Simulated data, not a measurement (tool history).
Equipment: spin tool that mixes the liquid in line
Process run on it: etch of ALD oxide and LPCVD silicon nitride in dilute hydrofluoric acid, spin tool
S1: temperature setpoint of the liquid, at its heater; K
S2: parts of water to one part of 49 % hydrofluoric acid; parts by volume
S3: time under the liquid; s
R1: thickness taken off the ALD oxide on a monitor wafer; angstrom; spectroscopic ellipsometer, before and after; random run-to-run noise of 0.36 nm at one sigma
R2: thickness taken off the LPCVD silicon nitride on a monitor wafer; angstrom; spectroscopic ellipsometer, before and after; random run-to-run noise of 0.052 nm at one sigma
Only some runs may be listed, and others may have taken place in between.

| run | hour | S1 | S2 | S3 | R1 | R2 |
|---|---|---|---|---|---|---|
| 1 | 0.0 | 296.15 | 50 | 75 | 450.90 | 8.5390 |
| 2 | 0.9 | 297.65 | 50 | 75 | 484.68 | 9.5522 |
| 3 | 8.1 | 297.65 | 35 | 75 | 697.73 | 12.8700 |
| 4 | 14.8 | 297.65 | 20 | 75 | 1255.60 | 22.6730 |
| 5 | 16.3 | 297.15 | 25 | 75 | 976.62 | 18.3510 |
| 6 | 19.2 | 294.15 | 25 | 75 | 855.52 | 14.1240 |
| 7 | 26.9 | 294.15 | 30 | 75 | 717.96 | 11.7180 |

For run 8, what comes out?
| 8 | 33.3 | 294.65 | 30 | 75 | ? | ? |

{"run 8": {"R1": 730.6, "R2": 12.663}}

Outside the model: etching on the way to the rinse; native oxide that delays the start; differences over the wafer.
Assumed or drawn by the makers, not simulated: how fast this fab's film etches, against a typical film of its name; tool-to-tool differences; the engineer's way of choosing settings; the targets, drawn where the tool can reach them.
